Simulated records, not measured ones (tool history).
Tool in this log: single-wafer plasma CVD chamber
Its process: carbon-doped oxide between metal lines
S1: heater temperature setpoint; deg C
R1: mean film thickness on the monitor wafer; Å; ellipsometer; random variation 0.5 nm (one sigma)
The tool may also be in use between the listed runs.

{"run": 1, "hour": 0.0, "S1": 340, "chamber pressure (Torr)": 3.98, "RF power (kW)": 0.5, "deposition time (s)": 33.9, "R1": 1681.2}
{"run": 2, "hour": 5.5, "S1": 340, "chamber pressure (Torr)": 3.98, "RF power (kW)": 0.455, "deposition time (s)": 33.9, "R1": 1576.7}
{"run": 3, "hour": 10.0, "S1": 341, "chamber pressure (Torr)": 3.92, "RF power (kW)": 0.44, "deposition time (s)": 33.9, "R1": 1524.2}
{"run": 4, "hour": 17.5, "S1": 351, "chamber pressure (Torr)": 3.92, "RF power (kW)": 0.44, "deposition time (s)": 33.9, "R1": 1485.7}
{"run": 5, "hour": 19.4, "S1": 352, "chamber pressure (Torr)": 3.87, "RF power (kW)": 0.43, "deposition time (s)": 33.9, "R1": 1446.6}
{"run": 6, "hour": 24.2, "S1": 353, "chamber pressure (Torr)": 3.82, "RF power (kW)": 0.425, "deposition time (s)": 33.9, "R1": 1425.8}
{"run": 7, "hour": 32.0, "S1": 354, "chamber pressure (Torr)": 3.76, "RF power (kW)": 0.42, "deposition time (s)": 33.9, "R1": 1417}

What does the tool deliver on the next run?
{"run": 8, "hour": 40.3, "S1": 355, "chamber pressure (Torr)": 3.73, "RF power (kW)": 0.415, "deposition time (s)": 33.9, "R1": "?"}

{"run 8": {"R1": 1384.5}}
